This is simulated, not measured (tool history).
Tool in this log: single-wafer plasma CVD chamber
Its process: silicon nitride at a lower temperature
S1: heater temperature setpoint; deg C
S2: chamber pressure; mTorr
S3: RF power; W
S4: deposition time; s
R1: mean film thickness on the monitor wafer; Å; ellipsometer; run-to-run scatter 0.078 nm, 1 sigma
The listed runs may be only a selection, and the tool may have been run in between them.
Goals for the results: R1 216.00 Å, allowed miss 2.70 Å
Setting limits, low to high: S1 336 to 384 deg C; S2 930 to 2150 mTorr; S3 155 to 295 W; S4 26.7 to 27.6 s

| run | hour | S1 | S2 | S3 | S4 | R1 |
|---|---|---|---|---|---|---|
| 1 | 0.0 | 360 | 1540 | 225 | 26.7 | 242.90 |
| 2 | 3.4 | 352 | 1540 | 225 | 26.7 | 243.19 |
| 3 | 4.0 | 352 | 1540 | 250 | 26.7 | 257.34 |
| 4 | 10.2 | 352 | 1540 | 230 | 26.7 | 247.00 |
| 5 | 17.2 | 352 | 1540 | 215 | 26.7 | 238.26 |
| 6 | 22.7 | 352 | 1390 | 215 | 26.7 | 230.88 |
| 7 | 26.5 | 352 | 1390 | 215 | 26.7 | 229.77 |
| 8 | 34.4 | 352 | 1310 | 215 | 26.7 | 226.73 |
| 9 | 38.3 | 352 | 1310 | 215 | 26.7 | 227.61 |
| 10 | 43.0 | 352 | 1230 | 215 | 26.7 | 222.58 |

Exactly one of the 5 candidate moves below puts every result within its allowed miss. Which one?
| A | 47.7 | 355 | 1130 | 200 | 26.7 | ? |
| B | 47.7 | 356 | 1150 | 200 | 26.9 | ? |
| C | 47.7 | 354 | 1180 | 220 | 27.0 | ? |
| D | 47.7 | 363 | 970 | 215 | 27.0 | ? |
| E | 47.7 | 350 | 1370 | 185 | 26.9 | ? |

| move | R1 |
|---|---|
| A | 209.20 |
| B | 211.77 |
| C | 224.83 |
| D | 208.96 |
| E | 214.64 |
A: takes the result that was furthest off past its target
B: takes the result that was furthest off past its target
C: misses by more than the last run did
D: takes the result that was furthest off past its target
E: every result within its allowed miss
Correct choice: E, which meets every target
